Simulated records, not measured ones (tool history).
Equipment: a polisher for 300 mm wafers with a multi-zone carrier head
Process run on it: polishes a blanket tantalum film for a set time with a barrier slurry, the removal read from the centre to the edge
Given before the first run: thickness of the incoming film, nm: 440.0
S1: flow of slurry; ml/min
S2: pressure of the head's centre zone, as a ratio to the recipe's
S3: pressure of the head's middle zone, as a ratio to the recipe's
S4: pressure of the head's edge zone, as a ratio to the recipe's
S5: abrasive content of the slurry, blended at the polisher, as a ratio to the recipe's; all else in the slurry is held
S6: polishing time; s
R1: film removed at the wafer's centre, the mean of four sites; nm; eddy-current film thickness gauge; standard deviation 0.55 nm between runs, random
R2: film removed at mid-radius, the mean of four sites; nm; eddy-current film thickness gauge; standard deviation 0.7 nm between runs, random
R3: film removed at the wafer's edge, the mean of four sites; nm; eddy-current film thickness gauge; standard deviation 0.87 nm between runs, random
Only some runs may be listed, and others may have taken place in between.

run 1 hour=0 | S1=215 S2=1 S3=1 S4=1 S5=1 S6=58 | R1=92.283 R2=92.405 R3=91.406
run 2 hour=6.8 | S1=215 S2=0.92 S3=1 S4=1 S5=1 S6=58 | R1=84.034 R2=91.788 R3=91.018
run 3 hour=14.8 | S1=215 S2=0.92 S3=0.98 S4=0.98 S5=0.95 S6=58 | R1=82.523 R2=89.001 R3=89.968
run 4 hour=20.3 | S1=215 S2=0.92 S3=0.98 S4=1.06 S5=0.95 S6=58 | R1=84.054 R2=89.563 R3=95.002
run 5 hour=24.3 | S1=215 S2=0.93 S3=0.97 S4=1.03 S5=0.9 S6=57 | R1=83.532 R2=84.52 R3=88.318
run 6 hour=32.1 | S1=215 S2=0.93 S3=0.97 S4=1.03 S5=0.9 S6=64 | R1=91.675 R2=95.622 R3=100.43
run 7 hour=33.8 | S1=215 S2=0.93 S3=0.96 S4=1.01 S5=0.85 S6=63 | R1=90.555 R2=92.165 R3=98.876
run 8 hour=35.8 | S1=215 S2=0.93 S3=0.96 S4=1.01 S5=0.85 S6=63 | R1=89.885 R2=93.321 R3=96.92

Run 9 comes next. What will it give?
run 9 hour=42.3 | S1=215 S2=0.93 S3=0.96 S4=1.01 S5=0.85 S6=63 | R1=? R2=? R3=?

Run 9 produced R1 90.061 nm, R2 92.779 nm, R3 97.905 nm.

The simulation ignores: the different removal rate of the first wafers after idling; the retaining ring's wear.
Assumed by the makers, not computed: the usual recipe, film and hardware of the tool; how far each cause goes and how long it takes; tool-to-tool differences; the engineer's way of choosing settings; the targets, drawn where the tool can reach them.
